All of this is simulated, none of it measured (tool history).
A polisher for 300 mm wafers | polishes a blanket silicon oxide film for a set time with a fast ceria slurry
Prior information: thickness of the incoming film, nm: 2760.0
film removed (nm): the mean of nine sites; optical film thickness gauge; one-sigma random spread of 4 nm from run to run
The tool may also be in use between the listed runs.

| run | day | flow of slurry (ml/min) | pressure of the wafer on the pad (psi) | speed of the pad under the wafer (cm/s) | polishing time (s) | film removed (nm) |
|---|---|---|---|---|---|---|
| 1 | 0 | 160 | 2.8 | 76 | 86 | 852.2 |
| 2 | 0.346 | 160 | 2.6 | 74 | 86 | 776.24 |
| 3 | 0.438 | 160 | 2.4 | 72 | 86 | 719.22 |
| 4 | 0.621 | 160 | 2.3 | 70 | 86 | 663.45 |
| 5 | 0.667 | 120 | 2.3 | 70 | 86 | 641.28 |
| 6 | 0.8 | 120 | 2.7 | 70 | 86 | 699.71 |

What does the tool deliver on the next run?
| 7 | 0.954 | 120 | 2.5 | 68 | 86 | ? |

{"run 7": {"film removed (nm)": 649.28}}
